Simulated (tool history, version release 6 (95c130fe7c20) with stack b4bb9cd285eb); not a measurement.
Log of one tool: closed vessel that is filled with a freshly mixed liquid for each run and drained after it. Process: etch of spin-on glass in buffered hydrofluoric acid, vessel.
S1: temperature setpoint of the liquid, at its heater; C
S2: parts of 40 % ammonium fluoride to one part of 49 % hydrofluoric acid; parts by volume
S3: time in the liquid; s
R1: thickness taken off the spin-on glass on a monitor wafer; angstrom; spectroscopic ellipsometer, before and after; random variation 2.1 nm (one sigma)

run  hour    S1   S2   S3      R1
  1     0    22   10   90  3124.1
  2   4.2  20.5   10   90  2914.6
  3  10.5  19.5   10   90  2713.6
  4  16.8    19   10   90    2664
  5  19.6    19  7.5   90  3473.4
  6  22.8    19  7.5  100  3805.2
  7  25.3  18.5  8.5  100  3201.1
  8  30.2    18    9  100  3045.8
  9  31.1  17.5  9.5  100  2827.5

Forecast run 10:
 10  38.5  17.5  10  100   ?

Run 10 gave R1 2705.5 angstrom.
